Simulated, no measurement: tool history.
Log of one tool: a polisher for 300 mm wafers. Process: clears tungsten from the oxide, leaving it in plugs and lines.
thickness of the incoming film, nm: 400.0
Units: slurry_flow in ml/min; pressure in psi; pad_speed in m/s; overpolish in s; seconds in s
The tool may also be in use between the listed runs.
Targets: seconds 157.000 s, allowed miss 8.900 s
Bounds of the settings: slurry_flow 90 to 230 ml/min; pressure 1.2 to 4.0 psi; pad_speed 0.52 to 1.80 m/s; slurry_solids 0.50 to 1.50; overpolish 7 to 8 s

run 1 hour=0.0 | slurry_flow=150 pressure=2.6 pad_speed=1.16 slurry_solids=1.00 overpolish=8 | seconds=91.226
run 2 hour=4.4 | slurry_flow=150 pressure=2.3 pad_speed=1.14 slurry_solids=1.00 overpolish=8 | seconds=104.770
run 3 hour=6.8 | slurry_flow=150 pressure=2.1 pad_speed=1.14 slurry_solids=1.00 overpolish=8 | seconds=111.780
run 4 hour=10.1 | slurry_flow=120 pressure=2.1 pad_speed=1.14 slurry_solids=1.00 overpolish=8 | seconds=117.830
run 5 hour=15.5 | slurry_flow=120 pressure=2.1 pad_speed=1.14 slurry_solids=0.90 overpolish=8 | seconds=120.870
run 6 hour=21.4 | slurry_flow=120 pressure=2.1 pad_speed=1.14 slurry_solids=0.90 overpolish=7 | seconds=119.200
run 7 hour=23.0 | slurry_flow=120 pressure=2.0 pad_speed=1.14 slurry_solids=0.90 overpolish=7 | seconds=128.220
run 8 hour=27.0 | slurry_flow=120 pressure=1.5 pad_speed=1.12 slurry_solids=0.90 overpolish=7 | seconds=169.840

Which of these 4 next moves meets every target?
run A hour=31.0 | slurry_flow=110 pressure=1.8 pad_speed=1.02 slurry_solids=0.95 overpolish=8 | seconds=?
run B hour=31.0 | slurry_flow=145 pressure=1.7 pad_speed=1.00 slurry_solids=0.80 overpolish=7 | seconds=?
run C hour=31.0 | slurry_flow=140 pressure=1.2 pad_speed=1.18 slurry_solids=0.95 overpolish=8 | seconds=?
run D hour=31.0 | slurry_flow=105 pressure=1.7 pad_speed=1.02 slurry_solids=0.70 overpolish=7 | seconds=?

move=A seconds=160.740
move=B seconds=174.460
move=C seconds=197.950
move=D seconds=186.300
A: meets every target
B: further off than the last run
C: further off than the last run
D: further off than the last run
Move A is the one to make.
